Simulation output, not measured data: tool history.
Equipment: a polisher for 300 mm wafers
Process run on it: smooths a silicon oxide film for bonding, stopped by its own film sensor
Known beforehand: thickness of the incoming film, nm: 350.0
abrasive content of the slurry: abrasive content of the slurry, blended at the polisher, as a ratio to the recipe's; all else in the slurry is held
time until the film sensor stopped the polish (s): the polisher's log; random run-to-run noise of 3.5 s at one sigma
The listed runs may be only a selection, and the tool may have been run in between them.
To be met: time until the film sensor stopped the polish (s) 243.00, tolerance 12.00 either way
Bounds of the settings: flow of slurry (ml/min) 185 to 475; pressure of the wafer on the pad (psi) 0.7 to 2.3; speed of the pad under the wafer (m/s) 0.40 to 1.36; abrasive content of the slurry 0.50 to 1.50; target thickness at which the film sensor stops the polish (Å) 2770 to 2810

| run | hour | flow of slurry (ml/min) | pressure of the wafer on the pad (psi) | speed of the pad under the wafer (m/s) | abrasive content of the slurry | target thickness at which the film sensor stops the polish (Å) | time until the film sensor stopped the polish (s) |
|---|---|---|---|---|---|---|---|
| 1 | 0.0 | 305 | 1.5 | 0.88 | 1.00 | 2810 | 146.39 |
| 2 | 5.0 | 305 | 1.7 | 0.88 | 1.00 | 2810 | 130.60 |
| 3 | 11.8 | 305 | 1.5 | 0.86 | 1.00 | 2810 | 150.93 |
| 4 | 17.2 | 305 | 1.5 | 0.86 | 1.10 | 2810 | 141.08 |
| 5 | 24.9 | 305 | 1.3 | 0.84 | 1.10 | 2810 | 157.50 |
| 6 | 33.6 | 305 | 1.7 | 0.84 | 1.10 | 2810 | 130.81 |
| 7 | 36.5 | 305 | 1.5 | 0.80 | 1.10 | 2810 | 149.55 |
| 8 | 40.7 | 305 | 1.1 | 0.68 | 1.10 | 2810 | 208.14 |
| 9 | 45.8 | 305 | 1.0 | 0.68 | 1.10 | 2810 | 227.44 |

Which of these 5 next moves meets every target?
| A | 50.9 | 340 | 1.0 | 0.68 | 1.15 | 2810 | ? |
| B | 50.9 | 260 | 1.1 | 0.68 | 1.20 | 2810 | ? |
| C | 50.9 | 355 | 0.9 | 0.80 | 1.15 | 2810 | ? |
| D | 50.9 | 295 | 1.1 | 0.56 | 1.15 | 2810 | ? |
| E | 50.9 | 330 | 1.0 | 0.76 | 1.00 | 2810 | ? |

| move | time until the film sensor stopped the polish (s) |
|---|---|
| A | 221.57 |
| B | 207.89 |
| C | 208.60 |
| D | 244.69 |
| E | 217.51 |
A: its largest miss is bigger than the last run's
B: its largest miss is bigger than the last run's
C: its largest miss is bigger than the last run's
D: hits every target within its allowed miss
E: its largest miss is bigger than the last run's
The move that meets every target is D.

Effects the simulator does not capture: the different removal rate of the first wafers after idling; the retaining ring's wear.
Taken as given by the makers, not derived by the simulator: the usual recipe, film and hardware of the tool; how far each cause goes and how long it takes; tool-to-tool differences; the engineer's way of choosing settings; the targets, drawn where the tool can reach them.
